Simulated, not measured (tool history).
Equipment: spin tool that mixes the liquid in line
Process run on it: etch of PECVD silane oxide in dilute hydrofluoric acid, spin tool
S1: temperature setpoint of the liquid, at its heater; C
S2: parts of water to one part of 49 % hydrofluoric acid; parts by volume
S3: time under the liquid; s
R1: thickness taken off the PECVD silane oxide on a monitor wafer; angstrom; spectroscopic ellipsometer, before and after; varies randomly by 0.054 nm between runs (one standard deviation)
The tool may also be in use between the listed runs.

run,hour,S1,S2,S3,R1
1,0.0,22.0,95,15,58.025
2,3.7,23.5,90,15,65.076
3,12.1,24.5,85,15,72.879
4,15.0,23.5,85,15,69.864
5,20.4,24.5,85,15,73.172
6,26.0,24.5,85,15,72.483
7,28.7,25.5,85,15,76.181

The next listed run, before its measurement:
8,32.3,26.5,85,15,?

{"run 8": {"R1": 79.33}}
